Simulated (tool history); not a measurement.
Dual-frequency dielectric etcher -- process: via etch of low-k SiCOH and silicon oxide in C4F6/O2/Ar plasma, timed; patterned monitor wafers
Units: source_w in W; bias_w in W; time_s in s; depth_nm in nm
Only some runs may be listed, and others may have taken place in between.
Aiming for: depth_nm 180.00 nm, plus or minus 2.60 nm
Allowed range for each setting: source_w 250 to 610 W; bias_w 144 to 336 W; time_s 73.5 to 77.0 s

{"run": 1, "hour": 0.0, "source_w": 430, "bias_w": 240, "time_s": 73.5, "depth_nm": 224.51}
{"run": 2, "hour": 8.9, "source_w": 380, "bias_w": 240, "time_s": 73.5, "depth_nm": 213.89}
{"run": 3, "hour": 12.3, "source_w": 350, "bias_w": 232, "time_s": 73.5, "depth_nm": 203.45}
{"run": 4, "hour": 15.5, "source_w": 350, "bias_w": 232, "time_s": 73.5, "depth_nm": 204.34}
{"run": 5, "hour": 17.5, "source_w": 350, "bias_w": 232, "time_s": 73.5, "depth_nm": 204.2}
{"run": 6, "hour": 20.5, "source_w": 310, "bias_w": 232, "time_s": 73.5, "depth_nm": 193.59}
{"run": 7, "hour": 26.9, "source_w": 300, "bias_w": 231, "time_s": 73.5, "depth_nm": 191.14}
{"run": 8, "hour": 28.1, "source_w": 290, "bias_w": 231, "time_s": 73.5, "depth_nm": 187.37}
{"run": 9, "hour": 35.9, "source_w": 280, "bias_w": 231, "time_s": 73.5, "depth_nm": 185.97}

Consider the 4 candidate settings below. Which is the only one whose results all fall within their allowed miss of target?
{"run": "A", "hour": 43.7, "source_w": 250, "bias_w": 218, "time_s": 75.0, "depth_nm": "?"}
{"run": "B", "hour": 43.7, "source_w": 250, "bias_w": 225, "time_s": 74.0, "depth_nm": "?"}
{"run": "C", "hour": 43.7, "source_w": 250, "bias_w": 232, "time_s": 74.5, "depth_nm": "?"}
{"run": "D", "hour": 43.7, "source_w": 260, "bias_w": 202, "time_s": 74.5, "depth_nm": "?"}

move=A depth_nm=175.59
move=B depth_nm=175.52
move=C depth_nm=178.95
move=D depth_nm=171.95
A: takes the result that was furthest off past its target
B: takes the result that was furthest off past its target
C: every result within its allowed miss
D: takes the result that was furthest off past its target
Move C is the one to make.
